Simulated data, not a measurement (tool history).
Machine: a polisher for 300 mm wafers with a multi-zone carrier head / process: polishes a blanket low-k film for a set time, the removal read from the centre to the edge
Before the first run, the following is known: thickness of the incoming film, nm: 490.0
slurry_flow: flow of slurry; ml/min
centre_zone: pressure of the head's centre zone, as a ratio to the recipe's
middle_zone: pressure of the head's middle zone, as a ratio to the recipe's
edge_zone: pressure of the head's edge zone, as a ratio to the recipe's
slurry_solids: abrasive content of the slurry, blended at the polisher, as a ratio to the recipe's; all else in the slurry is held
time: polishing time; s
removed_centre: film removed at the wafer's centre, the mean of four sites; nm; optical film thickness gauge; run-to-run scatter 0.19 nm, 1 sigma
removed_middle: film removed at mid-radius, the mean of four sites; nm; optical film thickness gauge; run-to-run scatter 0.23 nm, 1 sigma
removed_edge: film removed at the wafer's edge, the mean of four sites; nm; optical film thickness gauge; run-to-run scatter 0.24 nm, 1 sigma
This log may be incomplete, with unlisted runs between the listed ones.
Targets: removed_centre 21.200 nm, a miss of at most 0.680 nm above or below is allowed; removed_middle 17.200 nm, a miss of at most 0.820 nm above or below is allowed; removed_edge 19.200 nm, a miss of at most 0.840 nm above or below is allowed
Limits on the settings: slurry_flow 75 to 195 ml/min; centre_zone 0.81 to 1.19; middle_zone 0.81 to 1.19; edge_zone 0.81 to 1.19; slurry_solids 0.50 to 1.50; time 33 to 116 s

| run | day | slurry_flow | centre_zone | middle_zone | edge_zone | slurry_solids | time | removed_centre | removed_middle | removed_edge |
|---|---|---|---|---|---|---|---|---|---|---|
| 1 | 0.000 | 125 | 1.00 | 1.00 | 1.00 | 1.00 | 74 | 24.197 | 24.149 | 24.450 |
| 2 | 0.250 | 125 | 0.96 | 1.00 | 1.00 | 1.00 | 74 | 23.093 | 24.148 | 24.541 |
| 3 | 0.517 | 120 | 0.98 | 0.98 | 0.98 | 0.95 | 74 | 22.438 | 23.382 | 23.199 |
| 4 | 0.554 | 120 | 1.05 | 0.98 | 0.98 | 0.95 | 74 | 24.226 | 22.624 | 23.688 |
| 5 | 0.612 | 105 | 1.05 | 0.98 | 0.98 | 0.95 | 74 | 23.468 | 21.780 | 23.360 |
| 6 | 0.912 | 105 | 1.05 | 0.98 | 1.05 | 0.95 | 74 | 23.125 | 21.744 | 24.290 |
| 7 | 1.096 | 105 | 1.06 | 0.96 | 1.02 | 0.90 | 74 | 23.061 | 21.189 | 23.009 |
| 8 | 1.425 | 100 | 1.07 | 0.94 | 1.01 | 0.90 | 74 | 22.411 | 19.721 | 22.254 |
|  | 1.483 | worn pad replaced by a new one |
| 9 | 1.483 | 100 | 1.07 | 0.93 | 0.99 | 0.90 | 74 | 26.213 | 23.315 | 25.413 |
| 10 | 1.800 | 110 | 1.17 | 1.03 | 1.09 | 0.90 | 74 | 30.007 | 25.927 | 27.363 |
| 11 | 2.171 | 95 | 1.10 | 0.93 | 0.99 | 0.65 | 67 | 21.084 | 18.099 | 20.443 |
| 12 | 2.221 | 95 | 1.10 | 0.92 | 0.98 | 0.65 | 67 | 21.292 | 18.535 | 19.994 |
| 13 | 2.338 | 95 | 1.10 | 0.91 | 0.98 | 0.65 | 67 | 21.235 | 18.297 | 20.051 |
| 14 | 2.421 | 95 | 1.10 | 0.90 | 0.98 | 0.65 | 67 | 21.266 | 17.579 | 20.102 |
| 15 | 2.533 | 95 | 1.10 | 0.90 | 0.97 | 0.65 | 67 | 21.477 | 17.839 | 20.124 |

Which one of the following 5 next-run settings gets every result inside its allowed miss? There is exactly one.
| A | 2.646 | 75 | 1.16 | 0.81 | 0.95 | 0.55 | 83 | ? | ? | ? |
| B | 2.646 | 85 | 1.19 | 0.96 | 1.02 | 0.70 | 63 | ? | ? | ? |
| C | 2.646 | 75 | 1.05 | 0.84 | 1.03 | 0.85 | 69 | ? | ? | ? |
| D | 2.646 | 95 | 1.08 | 0.95 | 0.94 | 0.60 | 71 | ? | ? | ? |
| E | 2.646 | 75 | 1.16 | 0.81 | 1.02 | 0.75 | 69 | ? | ? | ? |

| move | removed_centre | removed_middle | removed_edge |
|---|---|---|---|
| A | 22.976 | 17.004 | 21.607 |
| B | 21.000 | 17.242 | 19.289 |
| C | 20.528 | 17.306 | 22.174 |
| D | 21.170 | 18.881 | 20.196 |
| E | 21.613 | 15.993 | 21.029 |
A: the biggest miss grows against the last run
B: every result lands within tolerance
C: the biggest miss grows against the last run
D: the biggest miss grows against the last run
E: the biggest miss grows against the last run
The right move is B.
